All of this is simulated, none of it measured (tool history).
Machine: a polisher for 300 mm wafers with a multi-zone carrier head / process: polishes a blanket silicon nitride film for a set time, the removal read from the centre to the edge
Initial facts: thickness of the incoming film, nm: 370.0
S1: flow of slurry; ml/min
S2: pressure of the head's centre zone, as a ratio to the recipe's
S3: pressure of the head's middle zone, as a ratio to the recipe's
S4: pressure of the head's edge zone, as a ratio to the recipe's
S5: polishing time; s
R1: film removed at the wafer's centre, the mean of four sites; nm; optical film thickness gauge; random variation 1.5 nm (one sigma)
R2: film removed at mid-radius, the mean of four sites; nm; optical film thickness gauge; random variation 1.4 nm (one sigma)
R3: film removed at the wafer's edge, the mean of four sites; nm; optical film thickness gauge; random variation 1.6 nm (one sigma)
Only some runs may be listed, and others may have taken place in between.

run	day	S1	S2	S3	S4	S5	R1	R2	R3
1	0.000	210	1.00	1.00	1.00	44	95.870	95.172	97.247
2	0.188	210	1.00	1.05	1.00	44	94.974	100.340	95.650
3	0.346	210	1.07	1.05	1.00	44	102.820	101.260	97.458
4	0.588	210	1.07	1.05	1.00	52	121.740	116.800	114.970
5	0.725	210	1.07	1.05	1.06	52	121.960	118.580	118.420
6	0.850	210	1.07	1.05	1.06	43	99.354	96.596	97.013
7	1.171	225	1.10	1.05	1.07	47	113.590	108.440	107.390
8	1.442	235	1.12	1.03	1.08	50	126.880	114.940	116.990
# day 1.808: slurry nozzle cleaned
9	1.808	250	1.14	1.02	1.10	52	143.710	125.310	128.630
10	2.162	270	1.15	1.01	1.12	52	146.030	126.890	129.850
11	2.275	270	1.15	1.01	1.12	52	145.300	124.930	129.580
12	2.508	280	1.16	1.01	1.14	53	149.250	129.800	135.920
13	2.642	290	1.17	1.00	1.14	54	154.800	130.350	138.270
14	2.683	290	1.18	1.00	1.14	55	157.920	135.430	139.710

Estimate the outcome of run 15 from the log above:
15	2.721	295	1.18	0.99	1.14	56	?	?	?

Run 15 measured R1 163.350 nm, R2 134.870 nm, R3 142.700 nm.
